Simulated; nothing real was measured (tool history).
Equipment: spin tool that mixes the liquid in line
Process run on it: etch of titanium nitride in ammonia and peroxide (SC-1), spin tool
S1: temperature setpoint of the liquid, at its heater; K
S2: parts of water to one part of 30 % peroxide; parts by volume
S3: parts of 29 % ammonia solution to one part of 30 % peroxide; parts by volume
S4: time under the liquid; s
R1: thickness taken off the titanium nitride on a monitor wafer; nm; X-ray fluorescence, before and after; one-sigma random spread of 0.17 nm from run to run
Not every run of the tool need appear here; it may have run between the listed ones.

run 1 day=0.000 | S1=319.15 S2=8.0 S3=0.6 S4=285 | R1=10.244
run 2 day=0.158 | S1=320.65 S2=8.0 S3=0.6 S4=285 | R1=11.668
run 3 day=0.375 | S1=320.65 S2=8.0 S3=0.8 S4=285 | R1=12.103
run 4 day=0.738 | S1=320.65 S2=8.0 S3=0.8 S4=305 | R1=12.922
run 5 day=0.929 | S1=321.65 S2=8.0 S3=0.8 S4=305 | R1=13.675
run 6 day=1.188 | S1=322.65 S2=8.0 S3=0.8 S4=305 | R1=14.644
run 7 day=1.433 | S1=328.15 S2=8.0 S3=0.8 S4=305 | R1=21.662

The next listed run, before its measurement:
run 8 day=1.479 | S1=327.65 S2=8.0 S3=0.8 S4=305 | R1=?

R1: 20.868 nm
